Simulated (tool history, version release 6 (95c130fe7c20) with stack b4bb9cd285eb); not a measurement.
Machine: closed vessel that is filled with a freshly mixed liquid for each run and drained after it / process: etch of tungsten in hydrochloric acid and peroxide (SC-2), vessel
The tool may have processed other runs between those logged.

| run | hour | temperature setpoint of the liquid (K) | parts of water to one part each of 37 % hydrochloric acid and 30 % peroxide (parts by volume) | time in the liquid (s) | thickness taken off the tungsten on a monitor wafer (angstrom) |
|---|---|---|---|---|---|
| 1 | 0.0 | 335.15 | 10.0 | 35 | 86.535 |
| 2 | 6.3 | 332.15 | 10.0 | 35 | 71.184 |
| 3 | 12.6 | 333.65 | 10.0 | 35 | 78.476 |
| 4 | 20.1 | 333.65 | 7.5 | 35 | 99.386 |
| 5 | 22.2 | 333.65 | 10.0 | 35 | 79.136 |
| 6 | 24.0 | 328.65 | 10.0 | 35 | 57.425 |
| 7 | 26.0 | 330.65 | 10.0 | 35 | 65.207 |
| 8 | 27.5 | 332.15 | 10.0 | 35 | 71.484 |

Run 9, settings as shown, results not yet in. Your forecast:
| 9 | 28.7 | 333.65 | 10.0 | 35 | ? |

{"run 9": {"thickness taken off the tungsten on a monitor wafer (angstrom)": 78.635}}

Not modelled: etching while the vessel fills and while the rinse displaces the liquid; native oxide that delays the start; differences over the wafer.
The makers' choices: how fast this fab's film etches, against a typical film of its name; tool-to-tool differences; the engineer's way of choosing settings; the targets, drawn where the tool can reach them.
